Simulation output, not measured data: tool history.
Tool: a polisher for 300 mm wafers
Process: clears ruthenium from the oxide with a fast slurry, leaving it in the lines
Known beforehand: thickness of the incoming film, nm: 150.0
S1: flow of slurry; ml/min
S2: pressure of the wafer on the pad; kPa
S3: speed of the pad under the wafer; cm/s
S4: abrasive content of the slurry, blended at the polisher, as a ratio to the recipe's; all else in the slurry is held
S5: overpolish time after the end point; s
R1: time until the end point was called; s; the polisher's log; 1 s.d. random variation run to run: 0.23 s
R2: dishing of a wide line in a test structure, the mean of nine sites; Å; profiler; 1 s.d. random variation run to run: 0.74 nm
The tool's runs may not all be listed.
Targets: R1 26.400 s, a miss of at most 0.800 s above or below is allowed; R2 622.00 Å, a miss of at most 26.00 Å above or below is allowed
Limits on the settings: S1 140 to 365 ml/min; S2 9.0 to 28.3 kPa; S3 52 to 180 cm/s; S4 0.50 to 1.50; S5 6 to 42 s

run,hour,S1,S2,S3,S4,S5,R1,R2
1,0.0,235,18.6,116,1.00,21,38.643,653.82
2,4.4,200,18.6,116,1.00,21,39.109,642.60
3,7.5,200,20.0,116,1.00,19,35.999,615.52
4,10.2,200,17.2,116,1.00,19,41.848,543.32
5,18.3,200,17.2,138,1.00,19,34.824,622.06
6,26.6,200,17.2,138,1.10,19,33.964,671.08
7,28.1,200,17.9,138,1.05,18,33.038,644.61
8,30.7,205,18.6,138,1.05,17,31.589,624.03
9,33.9,205,19.3,138,1.05,17,30.654,655.04
# hour 34.8: worn pad replaced by a new one
10,34.8,240,22.1,140,1.05,11,24.555,546.83
11,37.2,235,22.1,140,1.05,12,24.155,586.17
12,42.8,235,20.0,140,1.05,16,26.876,687.11

Which one of the following 5 next-run settings gets every result inside its allowed miss? There is exactly one.
A,48.4,195,19.3,146,1.00,17,?,?
B,48.4,255,20.0,138,1.05,16,?,?
C,48.4,195,20.0,142,1.10,14,?,?
D,48.4,185,24.1,106,1.20,17,?,?
E,48.4,265,20.0,120,1.25,17,?,?

move,R1,R2
A,28.456,701.32
B,27.157,693.14
C,26.582,629.86
D,28.211,706.46
E,28.029,710.31
A: moves away from the targets compared with the last run
B: moves away from the targets compared with the last run
C: meets every target
D: moves away from the targets compared with the last run
E: moves away from the targets compared with the last run
The move that meets every target is C.
